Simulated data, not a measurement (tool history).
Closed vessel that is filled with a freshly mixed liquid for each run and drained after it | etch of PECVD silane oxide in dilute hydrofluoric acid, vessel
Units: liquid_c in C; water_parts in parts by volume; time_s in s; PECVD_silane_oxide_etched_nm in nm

run  hour  liquid_c  water_parts  time_s  PECVD_silane_oxide_etched_nm
  1   0.0      23.0          120      30                        8.1346
  2   7.7      23.0          120      30                        8.0116
  3  15.9      24.5          120      30                        8.5264
  4  19.1      24.5          135      30                        7.4391
  5  23.1      26.5          110      30                       10.1760
  6  28.5      26.5          110      30                       10.3110
  7  34.4      28.0           95      30                       12.7120
  8  39.7      29.0           90      30                       14.1890

Run 9 comes next. What will it give?
  9  47.4      29.5           85      30                             ?

{"run 9": {"PECVD_silane_oxide_etched_nm": 15.253}}

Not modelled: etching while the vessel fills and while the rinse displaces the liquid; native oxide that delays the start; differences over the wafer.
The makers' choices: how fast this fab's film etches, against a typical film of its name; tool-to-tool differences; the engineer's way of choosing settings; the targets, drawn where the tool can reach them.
